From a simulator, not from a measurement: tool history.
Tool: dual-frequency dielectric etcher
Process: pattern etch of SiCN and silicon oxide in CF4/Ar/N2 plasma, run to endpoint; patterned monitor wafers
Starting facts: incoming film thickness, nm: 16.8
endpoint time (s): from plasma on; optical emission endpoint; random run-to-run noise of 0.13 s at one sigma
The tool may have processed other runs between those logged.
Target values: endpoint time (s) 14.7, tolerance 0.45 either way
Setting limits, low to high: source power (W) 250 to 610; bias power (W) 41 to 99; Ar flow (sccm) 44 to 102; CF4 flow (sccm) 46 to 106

Run 1, hour 0: source power (W) 430, bias power (W) 70, Ar flow (sccm) 73, CF4 flow (sccm) 76. Result: endpoint time (s) 20.817.
Run 2, hour 4.6: source power (W) 460, bias power (W) 70, Ar flow (sccm) 73, CF4 flow (sccm) 76. Result: endpoint time (s) 19.52.
Run 3, hour 10: source power (W) 490, bias power (W) 71, Ar flow (sccm) 73, CF4 flow (sccm) 76. Result: endpoint time (s) 18.302.
Run 4, hour 14.5: source power (W) 490, bias power (W) 71, Ar flow (sccm) 73, CF4 flow (sccm) 66. Result: endpoint time (s) 18.619.
Run 5, hour 20.6: source power (W) 490, bias power (W) 71, Ar flow (sccm) 79, CF4 flow (sccm) 66. Result: endpoint time (s) 19.034.
Run 6, hour 23.7: source power (W) 490, bias power (W) 65, Ar flow (sccm) 79, CF4 flow (sccm) 66. Result: endpoint time (s) 19.169.
Run 7, hour 31.9: source power (W) 490, bias power (W) 65, Ar flow (sccm) 79, CF4 flow (sccm) 66. Result: endpoint time (s) 19.447.
Run 8, hour 34.9: source power (W) 520, bias power (W) 67, Ar flow (sccm) 78, CF4 flow (sccm) 67. Result: endpoint time (s) 18.33.
Run 9, hour 43.7: source power (W) 540, bias power (W) 70, Ar flow (sccm) 76, CF4 flow (sccm) 68. Result: endpoint time (s) 17.14.
Run 10, hour 48.5: source power (W) 560, bias power (W) 71, Ar flow (sccm) 75, CF4 flow (sccm) 68. Result: endpoint time (s) 16.336.
Run 11, hour 53.5: source power (W) 570, bias power (W) 72, Ar flow (sccm) 75, CF4 flow (sccm) 68. Result: endpoint time (s) 16.321.
Run 12, hour 59: source power (W) 580, bias power (W) 73, Ar flow (sccm) 74, CF4 flow (sccm) 69. Result: endpoint time (s) 15.793.
Run 13, hour 66.7: source power (W) 590, bias power (W) 74, Ar flow (sccm) 74, CF4 flow (sccm) 69. Result: endpoint time (s) 15.121.

4 candidate next runs follow, results not yet known. Just one meets every target within its allowed miss. Identify it.
Run A, hour 74.4: source power (W) 540, bias power (W) 82, Ar flow (sccm) 78, CF4 flow (sccm) 75. Result: endpoint time (s) ?.
Run B, hour 74.4: source power (W) 580, bias power (W) 76, Ar flow (sccm) 82, CF4 flow (sccm) 65. Result: endpoint time (s) ?.
Run C, hour 74.4: source power (W) 560, bias power (W) 71, Ar flow (sccm) 76, CF4 flow (sccm) 82. Result: endpoint time (s) ?.
Run D, hour 74.4: source power (W) 610, bias power (W) 73, Ar flow (sccm) 73, CF4 flow (sccm) 70. Result: endpoint time (s) ?.

move  endpoint time (s)
   A             16.116
   B              15.94
   C             16.024
   D             14.911
A: misses by more than the last run did
B: misses by more than the last run did
C: misses by more than the last run did
D: meets every target
D is the move that brings every result within its allowed miss.

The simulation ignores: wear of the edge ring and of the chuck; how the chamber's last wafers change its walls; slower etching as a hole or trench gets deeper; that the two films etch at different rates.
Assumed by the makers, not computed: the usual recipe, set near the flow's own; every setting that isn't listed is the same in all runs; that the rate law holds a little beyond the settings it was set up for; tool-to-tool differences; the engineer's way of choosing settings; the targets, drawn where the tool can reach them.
